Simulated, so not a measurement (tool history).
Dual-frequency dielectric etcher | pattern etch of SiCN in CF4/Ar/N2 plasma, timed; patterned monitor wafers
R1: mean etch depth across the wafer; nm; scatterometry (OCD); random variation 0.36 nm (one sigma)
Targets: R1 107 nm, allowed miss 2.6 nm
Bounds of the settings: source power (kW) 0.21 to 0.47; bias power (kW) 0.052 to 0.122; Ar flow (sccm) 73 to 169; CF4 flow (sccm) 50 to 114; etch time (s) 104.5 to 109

Run 1, hour 0: source power (kW) 0.34, bias power (kW) 0.087, Ar flow (sccm) 121, CF4 flow (sccm) 82, etch time (s) 104.5. Result: R1 80.861 nm.
Run 2, hour 5.4: source power (kW) 0.34, bias power (kW) 0.087, Ar flow (sccm) 121, CF4 flow (sccm) 75, etch time (s) 104.5. Result: R1 79.754 nm.
Run 3, hour 9.2: source power (kW) 0.36, bias power (kW) 0.088, Ar flow (sccm) 121, CF4 flow (sccm) 75, etch time (s) 104.5. Result: R1 85.425 nm.
Run 4, hour 10.6: source power (kW) 0.37, bias power (kW) 0.088, Ar flow (sccm) 121, CF4 flow (sccm) 75, etch time (s) 104.5. Result: R1 87.788 nm.
Run 5, hour 16.6: source power (kW) 0.37, bias power (kW) 0.088, Ar flow (sccm) 121, CF4 flow (sccm) 75, etch time (s) 104.5. Result: R1 87.782 nm.
Run 6, hour 24: source power (kW) 0.37, bias power (kW) 0.104, Ar flow (sccm) 121, CF4 flow (sccm) 75, etch time (s) 104.5. Result: R1 93.919 nm.
Run 7, hour 28.7: source power (kW) 0.38, bias power (kW) 0.104, Ar flow (sccm) 121, CF4 flow (sccm) 75, etch time (s) 104.5. Result: R1 95.857 nm.
Run 8, hour 34.7: source power (kW) 0.38, bias power (kW) 0.104, Ar flow (sccm) 121, CF4 flow (sccm) 75, etch time (s) 104.5. Result: R1 96.437 nm.
Run 9, hour 42.2: source power (kW) 0.39, bias power (kW) 0.104, Ar flow (sccm) 121, CF4 flow (sccm) 75, etch time (s) 104.5. Result: R1 99.231 nm.
Run 10, hour 43.5: source power (kW) 0.41, bias power (kW) 0.104, Ar flow (sccm) 121, CF4 flow (sccm) 75, etch time (s) 104.5. Result: R1 103.31 nm.

Which of these 4 next moves meets every target?
Run A, hour 44.8: source power (kW) 0.39, bias power (kW) 0.111, Ar flow (sccm) 101, CF4 flow (sccm) 68, etch time (s) 104.5. Result: R1 ?.
Run B, hour 44.8: source power (kW) 0.38, bias power (kW) 0.111, Ar flow (sccm) 125, CF4 flow (sccm) 72, etch time (s) 108. Result: R1 ?.
Run C, hour 44.8: source power (kW) 0.41, bias power (kW) 0.099, Ar flow (sccm) 113, CF4 flow (sccm) 68, etch time (s) 109. Result: R1 ?.
Run D, hour 44.8: source power (kW) 0.38, bias power (kW) 0.107, Ar flow (sccm) 110, CF4 flow (sccm) 74, etch time (s) 107. Result: R1 ?.

move      R1
   A  103.08
   B  101.09
   C  106.28
   D  101.02
A: further off than the last run
B: further off than the last run
C: meets every target
D: further off than the last run
Move C is the one to make.
